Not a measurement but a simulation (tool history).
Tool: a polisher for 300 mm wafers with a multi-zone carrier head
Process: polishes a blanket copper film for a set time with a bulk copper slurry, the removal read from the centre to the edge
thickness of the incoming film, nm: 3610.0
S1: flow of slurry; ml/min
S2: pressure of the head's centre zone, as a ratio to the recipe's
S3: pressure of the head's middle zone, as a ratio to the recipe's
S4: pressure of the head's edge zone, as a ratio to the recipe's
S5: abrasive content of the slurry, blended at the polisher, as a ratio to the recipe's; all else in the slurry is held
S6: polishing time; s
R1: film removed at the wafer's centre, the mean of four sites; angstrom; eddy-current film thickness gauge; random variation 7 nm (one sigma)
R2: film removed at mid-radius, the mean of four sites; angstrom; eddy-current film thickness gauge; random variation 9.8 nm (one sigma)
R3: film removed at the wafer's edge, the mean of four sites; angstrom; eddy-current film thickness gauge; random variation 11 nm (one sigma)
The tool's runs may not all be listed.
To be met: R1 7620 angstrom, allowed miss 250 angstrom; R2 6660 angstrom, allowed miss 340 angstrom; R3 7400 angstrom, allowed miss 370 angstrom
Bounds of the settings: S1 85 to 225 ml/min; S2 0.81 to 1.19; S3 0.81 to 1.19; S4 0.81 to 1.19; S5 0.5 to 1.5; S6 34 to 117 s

run,hour,S1,S2,S3,S4,S5,S6,R1,R2,R3
1,0,145,1,1,1,1,75,8733.7,8713.3,8821.6
2,3.4,145,0.93,1,1,1,75,8077.9,8726.5,8926.1
3,8.1,145,0.93,1,1,1,84,9134.1,9749,10048
4,12.7,140,0.95,0.96,0.97,0.85,82,8672.8,8785,9222.4
5,14.2,115,0.95,0.96,0.97,0.85,82,7910.3,8360.7,8475.8
6,22,150,0.95,0.96,0.97,0.85,82,8770.4,9059.7,9430.1
7,26.1,135,0.97,0.92,0.96,0.8,81,8469.6,8216.5,8785.5
# hour 31.5: slurry nozzle cleaned
8,31.5,125,0.98,0.9,0.95,0.75,81,8711.9,8395.6,8842.3
9,38.8,125,0.98,0.9,0.95,0.75,81,8898.3,8318.5,8765.2
10,41.8,120,0.98,0.88,0.95,0.7,79,8415.9,7911.9,8686.4

4 next moves are on the table. One of them brings every result within its allowed miss. Which?
A,44.8,150,1.04,0.82,0.91,0.5,72,?,?,?
B,44.8,190,0.98,0.82,0.93,0.75,63,?,?,?
C,44.8,150,1.15,0.94,0.88,0.85,59,?,?,?
D,44.8,160,0.97,0.81,0.97,0.65,62,?,?,?

move,R1,R2,R3
A,8104.9,6842.7,7660.9
B,7505.7,6693.1,7479.7
C,8052.1,6822.1,6757.8
D,6892.4,6175.7,7164.4
A: brings the result that was furthest off to its target, and leaves another outside
B: meets every target
C: brings the result that was furthest off to its target, and leaves another outside
D: takes the result that was furthest off past its target
Answer: B
